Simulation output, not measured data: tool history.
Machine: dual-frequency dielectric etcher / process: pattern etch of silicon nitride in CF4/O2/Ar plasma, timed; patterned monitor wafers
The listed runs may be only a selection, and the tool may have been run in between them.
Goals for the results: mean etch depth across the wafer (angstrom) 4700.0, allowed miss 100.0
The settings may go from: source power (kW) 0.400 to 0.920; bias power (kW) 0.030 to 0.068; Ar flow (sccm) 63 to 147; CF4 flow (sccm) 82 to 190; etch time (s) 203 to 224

run  hour  source power (kW)  bias power (kW)  Ar flow (sccm)  CF4 flow (sccm)  etch time (s)  mean etch depth across the wafer (angstrom)
  1   0.0              0.660            0.049             105              136            224                                       5671.5
  2   6.7              0.610            0.049             105              136            224                                       5267.2
  3   7.5              0.610            0.049             114              136            224                                       5157.0
  4  11.0              0.610            0.049             122              136            224                                       5137.1
  5  17.4              0.610            0.046             122              136            224                                       5037.8
  6  18.6              0.670            0.046             122              136            224                                       5514.3
  7  26.9              0.670            0.046             122              136            224                                       5554.4
  8  29.7              0.660            0.046             122              136            224                                       5507.8
  9  37.7              0.530            0.045             123              136            224                                       4342.5
 10  44.5              0.540            0.045             123              136            224                                       4421.0
 11  48.2              0.560            0.045             123              136            224                                       4581.5

Next run, 4 choices. One meets every target within its allowed miss, the rest don't. Which?
  A  51.9              0.620            0.043             114              125            220                                            ?
  B  51.9              0.660            0.048             120              146            203                                            ?
  C  51.9              0.590            0.048             115              137            224                                            ?
  D  51.9              0.580            0.045             125              151            220                                            ?

move  mean etch depth across the wafer (angstrom)
   A                                       4907.9
   B                                       5046.3
   C                                       4984.7
   D                                       4692.0
A: carries the result that was furthest off beyond its target, to the other side
B: carries the result that was furthest off beyond its target, to the other side
C: carries the result that was furthest off beyond its target, to the other side
D: each result inside its tolerance
D is the move that brings every result within its allowed miss.
